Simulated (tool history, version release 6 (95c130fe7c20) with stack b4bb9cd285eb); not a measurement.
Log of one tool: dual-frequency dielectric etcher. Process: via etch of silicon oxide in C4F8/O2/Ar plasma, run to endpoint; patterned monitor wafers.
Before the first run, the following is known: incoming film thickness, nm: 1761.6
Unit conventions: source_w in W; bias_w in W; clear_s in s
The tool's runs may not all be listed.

run  hour  source_w  bias_w  clear_s
  1   0.0      1340    1694   419.71
  2   7.3      1340    1501   436.38
  3  15.0      1340    1633   425.91
  4  23.2      1260    1604   431.80
  5  27.9      1260    1361   456.67
  6  36.4      1210    1338   458.65
  7  42.4      1160    1302   464.47

Run 8, settings as shown, results not yet in. Your forecast:
  8  43.9      1120    1264        ?

{"run 8": {"clear_s": 472.73}}
